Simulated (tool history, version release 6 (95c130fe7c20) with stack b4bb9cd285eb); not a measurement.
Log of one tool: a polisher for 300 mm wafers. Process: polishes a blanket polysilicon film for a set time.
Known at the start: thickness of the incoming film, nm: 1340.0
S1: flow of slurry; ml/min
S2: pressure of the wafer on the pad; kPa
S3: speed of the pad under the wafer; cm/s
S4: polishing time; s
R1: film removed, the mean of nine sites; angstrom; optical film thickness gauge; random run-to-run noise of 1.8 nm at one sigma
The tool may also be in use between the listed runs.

Run 1, hour 0: S1 190 ml/min, S2 15.2 kPa, S3 88 cm/s, S4 36 s. Result: R1 1870.7 angstrom.
Run 2, hour 1.7: S1 195 ml/min, S2 15.9 kPa, S3 88 cm/s, S4 36 s. Result: R1 1960.6 angstrom.
Run 3, hour 8.4: S1 195 ml/min, S2 15.9 kPa, S3 70 cm/s, S4 36 s. Result: R1 1687.3 angstrom.
Run 4, hour 10.1: S1 195 ml/min, S2 15.9 kPa, S3 48 cm/s, S4 36 s. Result: R1 1380.5 angstrom.
Run 5, hour 11.9: S1 195 ml/min, S2 17.9 kPa, S3 48 cm/s, S4 36 s. Result: R1 1543.9 angstrom.
Run 6, hour 15.8: S1 170 ml/min, S2 17.9 kPa, S3 48 cm/s, S4 36 s. Result: R1 1530.2 angstrom.
Run 7, hour 19.3: S1 175 ml/min, S2 18.6 kPa, S3 48 cm/s, S4 36 s. Result: R1 1573 angstrom.
Run 8, hour 27: S1 180 ml/min, S2 19.3 kPa, S3 48 cm/s, S4 36 s. Result: R1 1646.7 angstrom.
Run 9, hour 30.7: S1 185 ml/min, S2 20 kPa, S3 50 cm/s, S4 36 s. Result: R1 1741.6 angstrom.
Run 10, hour 32.3: S1 185 ml/min, S2 20.7 kPa, S3 52 cm/s, S4 36 s. Result: R1 1847.1 angstrom.

Expected results for the next run?
Run 11, hour 41.1: S1 185 ml/min, S2 21.4 kPa, S3 52 cm/s, S4 36 s. Result: R1 ?.

R1: 1904.9 angstrom

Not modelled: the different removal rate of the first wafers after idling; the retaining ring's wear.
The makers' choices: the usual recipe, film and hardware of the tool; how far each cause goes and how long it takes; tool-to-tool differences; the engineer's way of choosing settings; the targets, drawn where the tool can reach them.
